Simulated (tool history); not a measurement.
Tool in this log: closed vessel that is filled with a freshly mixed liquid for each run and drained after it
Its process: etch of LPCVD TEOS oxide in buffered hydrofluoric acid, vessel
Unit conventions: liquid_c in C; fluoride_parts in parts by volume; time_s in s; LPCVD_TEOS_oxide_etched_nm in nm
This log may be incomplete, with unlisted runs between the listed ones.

Run 1, hour 0: liquid_c 22 C, fluoride_parts 8.5 parts by volume, time_s 105 s. Result: LPCVD_TEOS_oxide_etched_nm 430.11 nm.
Run 2, hour 8.3: liquid_c 20.5 C, fluoride_parts 9 parts by volume, time_s 105 s. Result: LPCVD_TEOS_oxide_etched_nm 372.68 nm.
Run 3, hour 11.6: liquid_c 19.5 C, fluoride_parts 9 parts by volume, time_s 105 s. Result: LPCVD_TEOS_oxide_etched_nm 353.3 nm.
Run 4, hour 16.5: liquid_c 18.5 C, fluoride_parts 9 parts by volume, time_s 105 s. Result: LPCVD_TEOS_oxide_etched_nm 338.69 nm.
Run 5, hour 19.9: liquid_c 18.5 C, fluoride_parts 9 parts by volume, time_s 105 s. Result: LPCVD_TEOS_oxide_etched_nm 334.61 nm.
Run 6, hour 22.3: liquid_c 18.5 C, fluoride_parts 9 parts by volume, time_s 110 s. Result: LPCVD_TEOS_oxide_etched_nm 350.39 nm.

Run 7 is up next; what results do you expect?
Run 7, hour 25.8: liquid_c 18 C, fluoride_parts 9.5 parts by volume, time_s 110 s. Result: LPCVD_TEOS_oxide_etched_nm ?.

{"run 7": {"LPCVD_TEOS_oxide_etched_nm": 333.43}}
